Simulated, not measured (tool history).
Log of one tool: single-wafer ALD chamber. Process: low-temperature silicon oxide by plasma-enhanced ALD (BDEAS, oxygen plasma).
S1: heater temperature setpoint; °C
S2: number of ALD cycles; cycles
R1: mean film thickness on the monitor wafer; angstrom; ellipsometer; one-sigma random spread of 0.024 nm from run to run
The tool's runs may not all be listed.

run,hour,S1,S2,R1
1,0.0,105,58,87.924
2,5.8,105,64,96.652
3,7.3,103,65,98.692
4,15.7,102,66,100.400
# hour 18.7: thermocouple changed; heater temperature recalibrated
5,18.7,102,72,110.880
6,23.0,102,76,117.430

Run 7 is up next; what results do you expect?
7,30.6,104,74,?

{"run 7": {"R1": 113.25}}
